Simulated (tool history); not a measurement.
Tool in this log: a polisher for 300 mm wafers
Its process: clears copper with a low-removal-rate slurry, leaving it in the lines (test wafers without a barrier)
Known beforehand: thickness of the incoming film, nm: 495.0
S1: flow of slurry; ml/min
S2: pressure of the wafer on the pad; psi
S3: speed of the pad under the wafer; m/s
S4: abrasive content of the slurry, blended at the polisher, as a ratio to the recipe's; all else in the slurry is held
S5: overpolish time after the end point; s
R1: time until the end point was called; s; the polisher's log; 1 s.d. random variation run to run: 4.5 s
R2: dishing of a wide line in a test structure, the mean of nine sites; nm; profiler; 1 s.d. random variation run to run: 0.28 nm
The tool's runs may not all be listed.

run  hour   S1   S2    S3    S4  S5      R1      R2
  1   0.0  205  3.9  1.04  1.00  22  133.97  24.534
  2   2.3  205  3.3  1.00  1.00  22  168.24  23.402
  3   5.6  235  3.3  1.00  1.00  22  168.39  23.518
  4  12.8  190  3.3  1.00  1.00  22  170.20  23.587
  5  14.4  190  3.3  1.00  1.15  22  162.50  23.515
  6  20.9  190  2.9  0.98  1.15  21  193.62  21.744

What does the tool deliver on the next run?
  7  26.0  190  2.7  0.98  1.15  22   ?   ?

Logged for run 7: R1 201.31 s, R2 21.626 nm.
